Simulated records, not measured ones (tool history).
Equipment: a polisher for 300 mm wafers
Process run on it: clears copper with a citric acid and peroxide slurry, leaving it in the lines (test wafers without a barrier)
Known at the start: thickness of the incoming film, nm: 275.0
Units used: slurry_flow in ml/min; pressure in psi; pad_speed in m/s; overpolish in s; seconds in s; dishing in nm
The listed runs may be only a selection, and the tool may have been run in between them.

run 1 day=0 | slurry_flow=145 pressure=3.5 pad_speed=1.04 slurry_solids=1 overpolish=14 | seconds=104.98 dishing=28.033
run 2 day=0.225 | slurry_flow=145 pressure=3.5 pad_speed=1.04 slurry_solids=1 overpolish=9 | seconds=105.36 dishing=19.552
run 3 day=0.321 | slurry_flow=150 pressure=3.2 pad_speed=1.04 slurry_solids=1 overpolish=8 | seconds=109.56 dishing=16.141
run 4 day=0.4 | slurry_flow=145 pressure=2.9 pad_speed=1.04 slurry_solids=1 overpolish=8 | seconds=125.81 dishing=14.988
run 5 day=0.425 | slurry_flow=145 pressure=2.8 pad_speed=1.04 slurry_solids=1 overpolish=7 | seconds=128.86 dishing=12.169
run 6 day=0.662 | slurry_flow=140 pressure=2.8 pad_speed=1.04 slurry_solids=1 overpolish=7 | seconds=130.38 dishing=12.291

What does the tool deliver on the next run?
run 7 day=0.904 | slurry_flow=135 pressure=2.8 pad_speed=1.04 slurry_solids=1 overpolish=7 | seconds=? dishing=?

{"run 7": {"seconds": 131.18, "dishing": 12.339}}

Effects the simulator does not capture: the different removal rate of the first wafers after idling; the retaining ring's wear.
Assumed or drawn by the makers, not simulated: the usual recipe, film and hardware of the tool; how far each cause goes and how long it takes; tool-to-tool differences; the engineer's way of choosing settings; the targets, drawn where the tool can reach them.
